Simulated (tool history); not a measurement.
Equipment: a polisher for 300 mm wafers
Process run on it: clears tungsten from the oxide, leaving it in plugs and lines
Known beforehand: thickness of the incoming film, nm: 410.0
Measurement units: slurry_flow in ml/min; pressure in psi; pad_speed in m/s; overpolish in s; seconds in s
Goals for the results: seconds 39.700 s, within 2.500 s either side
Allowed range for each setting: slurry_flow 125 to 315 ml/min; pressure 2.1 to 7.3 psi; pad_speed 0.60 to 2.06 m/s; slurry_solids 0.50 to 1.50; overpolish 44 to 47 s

run,day,slurry_flow,pressure,pad_speed,slurry_solids,overpolish,seconds
1,0.000,205,4.7,1.32,1.00,44,54.923
2,0.188,205,4.7,1.32,1.15,44,52.354
3,0.417,205,4.7,1.32,1.35,44,48.987
4,0.596,205,4.9,1.32,1.35,44,46.677
5,0.742,205,5.0,1.32,1.35,44,45.686
6,0.862,205,5.1,1.32,1.35,44,45.167
7,0.925,205,5.2,1.32,1.35,44,43.582
8,1.217,205,5.3,1.32,1.35,44,42.995
9,1.546,205,5.4,1.32,1.35,44,43.891
10,1.871,205,5.4,1.32,1.35,44,41.662
11,2.079,205,5.4,1.32,1.35,44,44.669

Below are 4 possible settings for the next run. Only one of them brings all results inside the allowed miss of their targets. Which is it?
A,2.288,220,4.7,1.62,1.50,47,?
B,2.288,205,5.6,1.12,1.30,44,?
C,2.288,215,5.7,1.14,1.50,44,?
D,2.288,200,4.9,1.18,1.45,47,?

move,seconds
A,39.144
B,49.504
C,45.777
D,52.078
A: all results land within tolerance of their targets
B: its largest miss is bigger than the last run's
C: its largest miss is bigger than the last run's
D: its largest miss is bigger than the last run's
Answer: A

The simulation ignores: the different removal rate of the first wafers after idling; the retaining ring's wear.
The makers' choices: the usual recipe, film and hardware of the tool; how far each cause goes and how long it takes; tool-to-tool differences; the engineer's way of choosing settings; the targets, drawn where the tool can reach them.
